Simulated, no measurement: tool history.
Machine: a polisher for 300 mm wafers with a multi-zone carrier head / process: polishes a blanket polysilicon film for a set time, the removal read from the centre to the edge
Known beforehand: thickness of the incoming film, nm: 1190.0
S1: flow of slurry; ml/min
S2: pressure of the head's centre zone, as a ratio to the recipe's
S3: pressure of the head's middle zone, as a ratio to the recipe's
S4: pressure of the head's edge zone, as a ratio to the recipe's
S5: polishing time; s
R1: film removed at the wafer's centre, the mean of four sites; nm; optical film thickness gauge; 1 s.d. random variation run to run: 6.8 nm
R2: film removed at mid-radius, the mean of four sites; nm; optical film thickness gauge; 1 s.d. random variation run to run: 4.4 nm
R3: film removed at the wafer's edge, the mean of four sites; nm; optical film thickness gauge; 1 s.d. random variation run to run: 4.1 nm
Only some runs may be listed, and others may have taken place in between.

run    day   S1    S2    S3    S4  S5      R1      R2      R3
  1  0.000  180  1.00  1.00  1.00  78  368.84  345.80  376.98
  2  0.212  180  0.97  1.00  1.00  78  353.22  340.56  373.64
  3  0.250  180  0.97  0.95  1.00  78  362.97  328.69  377.87
  4  0.583  180  0.97  0.89  1.00  78  349.68  313.18  376.85
  5  0.842  225  0.97  0.89  1.00  78  366.04  325.34  382.60
  6  1.112  200  0.97  0.89  1.00  78  355.62  315.84  373.93
  7  1.358  200  0.97  0.96  1.03  82  372.81  356.28  402.51

Predict the results of run 8:
  8  1.683  200  0.99  0.99  1.05  85   ?   ?   ?

{"run 8": {"R1": 400.8, "R2": 374.0, "R3": 418.25}}
